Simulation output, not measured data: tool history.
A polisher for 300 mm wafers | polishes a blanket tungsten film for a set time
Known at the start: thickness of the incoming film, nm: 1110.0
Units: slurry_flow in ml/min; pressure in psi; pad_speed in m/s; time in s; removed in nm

run 1 hour=0 | slurry_flow=135 pressure=3.2 pad_speed=1.22 slurry_solids=1 time=79 | removed=321.07
run 2 hour=4.5 | slurry_flow=130 pressure=3.2 pad_speed=1.22 slurry_solids=1 time=79 | removed=314.25
run 3 hour=9 | slurry_flow=130 pressure=3.2 pad_speed=1.22 slurry_solids=1 time=79 | removed=312.31
run 4 hour=14.7 | slurry_flow=125 pressure=3.2 pad_speed=1.22 slurry_solids=1 time=79 | removed=306.23
run 5 hour=18 | slurry_flow=155 pressure=3.2 pad_speed=1.22 slurry_solids=1 time=79 | removed=323.11
run 6 hour=21.2 | slurry_flow=150 pressure=3.2 pad_speed=1.22 slurry_solids=1 time=79 | removed=323.99
run 7 hour=26.8 | slurry_flow=145 pressure=3.2 pad_speed=1.22 slurry_solids=1 time=79 | removed=321.08
run 8 hour=32.8 | slurry_flow=145 pressure=3.2 pad_speed=1.22 slurry_solids=1 time=79 | removed=320.14
run 9 hour=37.7 | slurry_flow=145 pressure=3.2 pad_speed=1.22 slurry_solids=1 time=79 | removed=321.97
run 10 hour=43.4 | slurry_flow=140 pressure=3.2 pad_speed=1.22 slurry_solids=1 time=79 | removed=318.4

Run 11 comes next. What will it give?
run 11 hour=51.6 | slurry_flow=135 pressure=3.2 pad_speed=1.22 slurry_solids=1 time=79 | removed=?

{"run 11": {"removed": 316.46}}
